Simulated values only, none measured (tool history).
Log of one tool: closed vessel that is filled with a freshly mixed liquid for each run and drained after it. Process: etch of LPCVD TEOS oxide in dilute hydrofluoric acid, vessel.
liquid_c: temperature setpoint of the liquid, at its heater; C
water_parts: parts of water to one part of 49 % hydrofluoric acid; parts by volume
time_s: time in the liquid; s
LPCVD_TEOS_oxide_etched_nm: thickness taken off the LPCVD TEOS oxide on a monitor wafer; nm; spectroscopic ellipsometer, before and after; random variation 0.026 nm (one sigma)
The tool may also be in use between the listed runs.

{"run": 1, "hour": 0.0, "liquid_c": 22, "water_parts": 215, "time_s": 55, "LPCVD_TEOS_oxide_etched_nm": 6.3223}
{"run": 2, "hour": 1.6, "liquid_c": 22.5, "water_parts": 215, "time_s": 55, "LPCVD_TEOS_oxide_etched_nm": 6.4713}
{"run": 3, "hour": 6.5, "liquid_c": 19.5, "water_parts": 215, "time_s": 55, "LPCVD_TEOS_oxide_etched_nm": 5.7573}
{"run": 4, "hour": 9.9, "liquid_c": 19.5, "water_parts": 150, "time_s": 55, "LPCVD_TEOS_oxide_etched_nm": 8.8035}
{"run": 5, "hour": 14.2, "liquid_c": 19.5, "water_parts": 115, "time_s": 55, "LPCVD_TEOS_oxide_etched_nm": 11.823}
{"run": 6, "hour": 23.1, "liquid_c": 19.5, "water_parts": 115, "time_s": 55, "LPCVD_TEOS_oxide_etched_nm": 11.966}
{"run": 7, "hour": 29.9, "liquid_c": 19, "water_parts": 135, "time_s": 55, "LPCVD_TEOS_oxide_etched_nm": 9.6623}

The next listed run, before its measurement:
{"hour": 31.2, "done": "thermometer replaced"}
{"run": 8, "hour": 31.2, "liquid_c": 18.5, "water_parts": 145, "time_s": 55, "LPCVD_TEOS_oxide_etched_nm": "?"}

Run 8 gave LPCVD_TEOS_oxide_etched_nm 8.2656 nm.
